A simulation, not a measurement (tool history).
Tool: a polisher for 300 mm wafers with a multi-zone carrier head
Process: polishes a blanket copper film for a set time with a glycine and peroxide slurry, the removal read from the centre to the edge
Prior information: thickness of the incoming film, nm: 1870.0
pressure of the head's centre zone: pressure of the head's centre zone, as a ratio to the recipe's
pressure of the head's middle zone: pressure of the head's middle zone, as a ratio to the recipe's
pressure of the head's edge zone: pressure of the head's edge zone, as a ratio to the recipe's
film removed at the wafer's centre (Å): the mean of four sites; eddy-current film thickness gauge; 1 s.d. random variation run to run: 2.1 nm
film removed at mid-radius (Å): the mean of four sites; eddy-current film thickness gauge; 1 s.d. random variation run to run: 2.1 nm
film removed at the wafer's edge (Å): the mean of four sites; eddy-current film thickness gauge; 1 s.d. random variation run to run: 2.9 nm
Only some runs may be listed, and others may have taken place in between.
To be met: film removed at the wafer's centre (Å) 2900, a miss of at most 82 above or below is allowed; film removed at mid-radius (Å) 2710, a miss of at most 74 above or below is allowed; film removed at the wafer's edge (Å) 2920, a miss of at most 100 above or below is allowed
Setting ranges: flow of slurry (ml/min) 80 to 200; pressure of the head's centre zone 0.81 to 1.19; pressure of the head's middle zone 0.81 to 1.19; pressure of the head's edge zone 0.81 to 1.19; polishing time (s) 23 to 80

run	hour	flow of slurry (ml/min)	pressure of the head's centre zone	pressure of the head's middle zone	pressure of the head's edge zone	polishing time (s)	film removed at the wafer's centre (Å)	film removed at mid-radius (Å)	film removed at the wafer's edge (Å)
1	0	130	1	1	1	51	3009.4	3030.8	3100.3
2	6.7	125	1	0.99	1	51	3034.4	2974.7	3074.2
3	10	120	1	0.99	1	51	3012.4	2969.5	3080.2
4	17.5	120	1	0.99	1.06	51	2989.7	2997	3096.9
5	23.4	115	1	0.99	1.06	51	2950.9	2936.3	3070.1
6	29	115	1	0.99	1.06	41	2357.5	2397.8	2483.4
7	33.6	115	1	0.99	1.06	41	2398.7	2377.7	2499.1
8	41.9	115	1	0.99	1.06	41	2365.2	2371	2531.1
9	43	120	1.01	0.99	1.07	41	2393.5	2402.1	2533.4
10	46.9	125	1.02	0.99	1.08	41	2498.2	2428.2	2567.2
11	47.7	125	1.02	0.99	1.08	41	2488.2	2397.3	2524.2
12	56.7	125	1.02	0.99	1.08	41	2446.9	2415	2552.4
13	59.4	125	1.02	0.99	1.08	41	2465.5	2413.5	2583.3
14	65.7	130	1.03	0.99	1.08	41	2513.6	2461.6	2602.5
15	69.6	135	1.04	0.99	1.08	41	2575.7	2459.7	2535.5
16	72	140	1.04	0.98	1.09	41	2544.2	2409	2558.1
17	73.1	140	1.04	0.98	1.1	42	2644.4	2508.7	2668
18	81.9	145	1.04	0.98	1.11	42	2619.2	2493.3	2719
19	88.7	150	1.04	0.98	1.11	42	2677.2	2504.4	2735.3
20	92.1	155	1.04	0.98	1.11	42	2682.6	2521.5	2719.2
21	95.2	160	1.04	0.98	1.12	42	2659.8	2554.4	2736.2
22	98.2	160	1.04	0.98	1.13	42	2696.6	2539.5	2710.9

Below are 5 possible settings for the next run. Only one of them brings all results inside the allowed miss of their targets. Which is it?
A	101.2	170	1.04	0.9	1.11	45	?	?	?
B	101.2	145	0.94	0.83	1.1	49	?	?	?
C	101.2	125	1.06	0.98	1.12	46	?	?	?
D	101.2	145	1.19	1.08	1.09	40	?	?	?
E	101.2	185	1.09	0.97	1.19	46	?	?	?

move	film removed at the wafer's centre (Å)	film removed at mid-radius (Å)	film removed at the wafer's edge (Å)
A	2906.2	2601.8	2965.2
B	2779.1	2596.8	3160.7
C	2865.9	2708.3	2936.5
D	2881.7	2610	2560.1
E	3158.6	2855.6	3167
A: gets the furthest-off result to its target, but another result is out of tolerance
B: about the same distance from the targets as the last run
C: meets every target
D: gets the furthest-off result to its target, but another result is out of tolerance
E: carries the result that was furthest off beyond its target, to the other side
Correct choice: C, which meets every target
